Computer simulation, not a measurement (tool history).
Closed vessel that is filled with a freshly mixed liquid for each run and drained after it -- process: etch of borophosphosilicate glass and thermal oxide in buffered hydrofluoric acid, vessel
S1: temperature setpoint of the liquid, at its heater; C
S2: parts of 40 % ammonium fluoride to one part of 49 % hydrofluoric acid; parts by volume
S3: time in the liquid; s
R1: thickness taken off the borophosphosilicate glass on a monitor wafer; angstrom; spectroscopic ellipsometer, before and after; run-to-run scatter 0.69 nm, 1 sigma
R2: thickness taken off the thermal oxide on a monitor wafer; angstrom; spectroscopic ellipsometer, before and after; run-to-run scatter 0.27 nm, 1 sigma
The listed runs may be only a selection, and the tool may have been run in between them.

Run 1, day 0: S1 22 C, S2 12 parts by volume, S3 60 s. Result: R1 1169.6 angstrom, R2 541.7 angstrom.
Run 2, day 0.138: S1 21.5 C, S2 12 parts by volume, S3 60 s. Result: R1 1133 angstrom, R2 522.74 angstrom.
Run 3, day 0.446: S1 21.5 C, S2 15.5 parts by volume, S3 60 s. Result: R1 885.99 angstrom, R2 411.2 angstrom.
Run 4, day 0.8: S1 22 C, S2 15.5 parts by volume, S3 60 s. Result: R1 905.22 angstrom, R2 420.98 angstrom.
Run 5, day 0.946: S1 22 C, S2 15.5 parts by volume, S3 75 s. Result: R1 1132.9 angstrom, R2 528.4 angstrom.
Run 6, day 1.15: S1 22 C, S2 15.5 parts by volume, S3 60 s. Result: R1 904.51 angstrom, R2 421.46 angstrom.

What will run 7 give?
Run 7, day 1.454: S1 22.5 C, S2 15.5 parts by volume, S3 60 s. Result: R1 ?, R2 ?.

R1: 922.83 angstrom
R2: 434.13 angstrom
